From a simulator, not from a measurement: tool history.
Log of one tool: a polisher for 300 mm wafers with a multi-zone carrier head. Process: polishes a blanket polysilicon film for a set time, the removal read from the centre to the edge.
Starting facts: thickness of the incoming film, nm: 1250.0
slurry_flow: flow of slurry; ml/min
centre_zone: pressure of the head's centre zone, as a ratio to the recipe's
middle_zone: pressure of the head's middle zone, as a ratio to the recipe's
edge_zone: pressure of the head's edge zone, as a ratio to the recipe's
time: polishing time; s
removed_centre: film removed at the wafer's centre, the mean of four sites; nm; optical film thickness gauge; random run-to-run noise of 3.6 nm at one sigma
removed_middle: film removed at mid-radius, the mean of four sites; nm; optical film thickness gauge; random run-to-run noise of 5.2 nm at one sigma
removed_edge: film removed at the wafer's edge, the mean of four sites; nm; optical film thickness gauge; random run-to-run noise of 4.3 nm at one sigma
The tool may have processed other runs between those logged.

Run 1, day 0.000: slurry_flow 165 ml/min, centre_zone 1.00, middle_zone 1.00, edge_zone 1.00, time 76 s. Result: removed_centre 341.24 nm, removed_middle 336.15 nm, removed_edge 346.93 nm.
Run 2, day 0.075: slurry_flow 170 ml/min, centre_zone 1.00, middle_zone 1.01, edge_zone 1.02, time 77 s. Result: removed_centre 349.11 nm, removed_middle 351.35 nm, removed_edge 348.78 nm.
Run 3, day 0.117: slurry_flow 170 ml/min, centre_zone 1.00, middle_zone 1.01, edge_zone 1.03, time 78 s. Result: removed_centre 349.53 nm, removed_middle 355.09 nm, removed_edge 364.07 nm.
Run 4, day 0.342: slurry_flow 170 ml/min, centre_zone 1.00, middle_zone 1.01, edge_zone 1.03, time 60 s. Result: removed_centre 275.49 nm, removed_middle 268.42 nm, removed_edge 274.12 nm.
Run 5, day 0.479: slurry_flow 170 ml/min, centre_zone 1.00, middle_zone 1.01, edge_zone 1.04, time 63 s. Result: removed_centre 284.44 nm, removed_middle 284.69 nm, removed_edge 292.49 nm.
Run 6, day 0.846: slurry_flow 170 ml/min, centre_zone 1.01, middle_zone 1.02, edge_zone 1.05, time 66 s. Result: removed_centre 305.24 nm, removed_middle 299.34 nm, removed_edge 310.24 nm.
Run 7, day 1.021: slurry_flow 170 ml/min, centre_zone 1.01, middle_zone 1.02, edge_zone 1.05, time 66 s. Result: removed_centre 301.60 nm, removed_middle 293.02 nm, removed_edge 307.18 nm.

Expected results for the next run?
Run 8, day 1.388: slurry_flow 175 ml/min, centre_zone 1.01, middle_zone 1.03, edge_zone 1.06, time 68 s. Result: removed_centre ?, removed_middle ?, removed_edge ?.

removed_centre: 307.69 nm
removed_middle: 322.44 nm
removed_edge: 316.42 nm
